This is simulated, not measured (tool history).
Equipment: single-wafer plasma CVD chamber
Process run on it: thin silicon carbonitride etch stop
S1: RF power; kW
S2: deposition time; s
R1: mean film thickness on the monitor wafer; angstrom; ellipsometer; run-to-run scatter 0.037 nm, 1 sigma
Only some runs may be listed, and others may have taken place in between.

run 1 hour=0.0 | S1=0.200 S2=25.4 | R1=155.41
run 2 hour=4.8 | S1=0.230 S2=25.4 | R1=161.24
run 3 hour=9.2 | S1=0.235 S2=25.8 | R1=164.29
run 4 hour=12.4 | S1=0.210 S2=25.8 | R1=160.23
run 5 hour=19.3 | S1=0.215 S2=26.2 | R1=163.86
run 6 hour=26.4 | S1=0.220 S2=26.5 | R1=167.14
run 7 hour=31.4 | S1=0.225 S2=26.7 | R1=168.38
run 8 hour=37.5 | S1=0.230 S2=26.9 | R1=170.26

Predict the results of run 9:
run 9 hour=39.3 | S1=0.235 S2=27.1 | R1=?

Run 9 measured R1 172.85 angstrom.
